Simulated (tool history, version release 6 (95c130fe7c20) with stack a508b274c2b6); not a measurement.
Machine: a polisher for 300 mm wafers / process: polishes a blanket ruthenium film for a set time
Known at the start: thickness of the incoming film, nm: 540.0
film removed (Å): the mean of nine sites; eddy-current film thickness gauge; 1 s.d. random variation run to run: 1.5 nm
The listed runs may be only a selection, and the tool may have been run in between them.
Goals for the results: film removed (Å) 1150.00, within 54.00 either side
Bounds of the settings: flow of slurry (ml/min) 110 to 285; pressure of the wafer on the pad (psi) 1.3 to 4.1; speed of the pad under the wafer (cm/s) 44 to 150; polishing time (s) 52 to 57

run,day,flow of slurry (ml/min),pressure of the wafer on the pad (psi),speed of the pad under the wafer (cm/s),polishing time (s),film removed (Å)
1,0.000,180,2.7,96,57,835.38
2,0.375,180,2.7,86,57,774.89
3,0.604,180,2.9,86,57,848.03
4,0.762,180,2.4,86,57,707.36
5,0.800,180,2.7,88,57,792.58
6,1.104,140,2.7,88,57,782.46
7,1.350,140,3.4,92,57,995.51
8,1.462,140,3.5,92,57,1044.90

Consider the 5 candidate settings below. Which is the only one whose results all fall within their allowed miss of target?
A,1.575,125,3.3,98,52,?
B,1.575,110,3.7,90,57,?
C,1.575,125,3.4,100,53,?
D,1.575,110,3.3,94,57,?
E,1.575,125,4.1,86,57,?

move,film removed (Å)
A,906.43
B,1041.00
C,962.91
D,955.16
E,1137.50
A: misses by more than the last run did
B: about as far from the targets as the last run
C: misses by more than the last run did
D: misses by more than the last run did
E: all results in spec
E meets every target.
